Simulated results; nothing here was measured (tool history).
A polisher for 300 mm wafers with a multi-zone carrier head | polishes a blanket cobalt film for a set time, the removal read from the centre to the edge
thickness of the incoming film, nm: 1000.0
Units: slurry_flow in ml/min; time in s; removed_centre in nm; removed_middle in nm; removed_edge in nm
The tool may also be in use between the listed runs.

run    day  slurry_flow  centre_zone  middle_zone  edge_zone  time  removed_centre  removed_middle  removed_edge
  1      0          275            1            1          1    77          307.58          294.78        295.63
  2  0.246          325            1            1          1    77          304.45          301.37         293.2
  3  0.588          265            1            1          1    77          294.63          291.79        295.79
  4  0.921          260         0.97         0.98       0.97    70          266.72          261.06        265.21
  5  1.083          260         0.97         0.94       0.97    70          268.01          252.71        266.28
  6  1.329          300         0.97         0.94       0.97    70           274.5           256.4        265.83
  7  1.683          225         0.87         0.85       0.87    48          161.65          155.18        170.13
  8  1.808          220         0.86         0.85       0.86    48          156.76          155.09        169.66
  9  1.846          220         0.85         0.85       0.85    48          156.77           155.4        170.11

Forecast run 10:
 10  1.904          220         0.84         0.85       0.84    47               ?               ?             ?

removed_centre: 154.77 nm
removed_middle: 151.81 nm
removed_edge: 162.21 nm

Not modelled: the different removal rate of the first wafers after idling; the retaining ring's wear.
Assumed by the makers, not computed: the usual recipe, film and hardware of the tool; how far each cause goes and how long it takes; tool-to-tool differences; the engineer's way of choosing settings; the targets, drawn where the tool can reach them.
